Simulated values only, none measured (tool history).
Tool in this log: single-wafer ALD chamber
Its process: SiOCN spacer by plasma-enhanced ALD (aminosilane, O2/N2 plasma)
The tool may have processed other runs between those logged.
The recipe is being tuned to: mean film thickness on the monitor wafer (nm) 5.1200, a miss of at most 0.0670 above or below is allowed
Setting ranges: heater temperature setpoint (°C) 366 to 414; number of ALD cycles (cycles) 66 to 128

run,hour,heater temperature setpoint (°C),number of ALD cycles (cycles),mean film thickness on the monitor wafer (nm)
1,0.0,390,97,6.2069
2,3.4,397,97,6.1857
3,11.4,408,97,5.9982
4,14.4,408,104,6.4034
5,20.9,410,96,5.8993
6,28.2,410,89,5.4564
7,33.1,411,87,5.3029
8,41.3,412,86,5.2372

Below are 5 possible settings for the next run. Only one of them brings all results inside the allowed miss of their targets. Which is it?
A,49.5,413,89,?
B,49.5,411,82,?
C,49.5,405,86,?
D,49.5,406,80,?
E,49.5,414,85,?

move,mean film thickness on the monitor wafer (nm)
A,5.4015
B,5.0124
C,5.3695
D,4.9774
E,5.1402
A: lands further from the targets than the last run did
B: takes the biggest miss from the last run beyond its target
C: lands further from the targets than the last run did
D: takes the biggest miss from the last run beyond its target
E: every result lands within tolerance
So the answer is move E, the one that meets all the targets.

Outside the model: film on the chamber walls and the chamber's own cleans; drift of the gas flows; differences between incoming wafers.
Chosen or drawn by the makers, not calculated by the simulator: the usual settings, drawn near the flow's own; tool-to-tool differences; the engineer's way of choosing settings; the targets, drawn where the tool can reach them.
